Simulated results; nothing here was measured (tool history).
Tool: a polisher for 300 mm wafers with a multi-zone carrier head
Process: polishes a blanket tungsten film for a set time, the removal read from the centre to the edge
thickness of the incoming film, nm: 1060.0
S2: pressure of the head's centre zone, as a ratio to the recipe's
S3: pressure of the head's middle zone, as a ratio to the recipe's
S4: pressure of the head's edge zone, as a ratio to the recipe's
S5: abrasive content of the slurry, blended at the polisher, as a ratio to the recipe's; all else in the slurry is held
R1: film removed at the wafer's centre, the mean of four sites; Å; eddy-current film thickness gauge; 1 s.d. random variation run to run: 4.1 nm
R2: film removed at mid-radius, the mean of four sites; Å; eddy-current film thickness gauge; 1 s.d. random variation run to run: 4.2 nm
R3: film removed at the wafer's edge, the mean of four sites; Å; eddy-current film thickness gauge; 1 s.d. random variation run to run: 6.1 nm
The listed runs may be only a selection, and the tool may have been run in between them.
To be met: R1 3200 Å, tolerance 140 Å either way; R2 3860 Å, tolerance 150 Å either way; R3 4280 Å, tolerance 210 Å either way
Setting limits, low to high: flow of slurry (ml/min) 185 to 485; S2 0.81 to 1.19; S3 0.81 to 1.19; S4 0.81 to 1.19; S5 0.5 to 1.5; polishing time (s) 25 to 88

{"run": 1, "day": 0.0, "flow of slurry (ml/min)": 310, "S2": 1, "S3": 1, "S4": 1, "S5": 1, "polishing time (s)": 56, "R1": 3904.8, "R2": 3907.1, "R3": 4244.3}
{"run": 2, "day": 0.288, "flow of slurry (ml/min)": 305, "S2": 0.97, "S3": 1, "S4": 1.01, "S5": 1, "polishing time (s)": 56, "R1": 3761.6, "R2": 3943.5, "R3": 4295.6}
{"run": 3, "day": 0.496, "flow of slurry (ml/min)": 305, "S2": 0.97, "S3": 1, "S4": 0.94, "S5": 1, "polishing time (s)": 56, "R1": 3865.1, "R2": 3918, "R3": 4088.2}
{"run": 4, "day": 0.542, "flow of slurry (ml/min)": 305, "S2": 0.97, "S3": 1, "S4": 0.94, "S5": 0.85, "polishing time (s)": 56, "R1": 3586.7, "R2": 3743.6, "R3": 3985.8}
{"run": 5, "day": 0.775, "flow of slurry (ml/min)": 305, "S2": 0.95, "S3": 1, "S4": 0.96, "S5": 0.85, "polishing time (s)": 56, "R1": 3491, "R2": 3767.3, "R3": 3910.7}
{"run": 6, "day": 1.004, "flow of slurry (ml/min)": 300, "S2": 0.94, "S3": 1, "S4": 0.99, "S5": 0.85, "polishing time (s)": 56, "R1": 3515.6, "R2": 3765.1, "R3": 4043.8}
{"run": 7, "day": 1.088, "flow of slurry (ml/min)": 300, "S2": 0.92, "S3": 1, "S4": 1.01, "S5": 0.85, "polishing time (s)": 56, "R1": 3355.3, "R2": 3747.9, "R3": 4089}
{"run": 8, "day": 1.225, "flow of slurry (ml/min)": 300, "S2": 0.91, "S3": 1, "S4": 1.02, "S5": 0.85, "polishing time (s)": 56, "R1": 3476.9, "R2": 3779.9, "R3": 4143.3}

Exactly one of the 4 candidate moves below puts every result within its allowed miss. Which one?
{"run": "A", "day": 1.362, "flow of slurry (ml/min)": 375, "S2": 1.11, "S3": 1.02, "S4": 0.94, "S5": 1.05, "polishing time (s)": 53, "R1": "?", "R2": "?", "R3": "?"}
{"run": "B", "day": 1.362, "flow of slurry (ml/min)": 310, "S2": 0.81, "S3": 0.97, "S4": 1.12, "S5": 0.7, "polishing time (s)": 58, "R1": "?", "R2": "?", "R3": "?"}
{"run": "C", "day": 1.362, "flow of slurry (ml/min)": 320, "S2": 0.82, "S3": 0.95, "S4": 0.98, "S5": 0.9, "polishing time (s)": 58, "R1": "?", "R2": "?", "R3": "?"}
{"run": "D", "day": 1.362, "flow of slurry (ml/min)": 305, "S2": 0.94, "S3": 1.03, "S4": 0.98, "S5": 0.8, "polishing time (s)": 52, "R1": "?", "R2": "?", "R3": "?"}

move=A R1=4338 R2=3900.8 R3=4032.3
move=B R1=3013.8 R2=3597.5 R3=4235.2
move=C R1=3294.1 R2=3823.4 R3=4266.8
move=D R1=3260.3 R2=3501.9 R3=3680.3
A: moves away from the targets compared with the last run
B: takes the biggest miss from the last run beyond its target
C: each result inside its tolerance
D: gets the furthest-off result to its target, but another result is out of tolerance
Move C is the one to make.
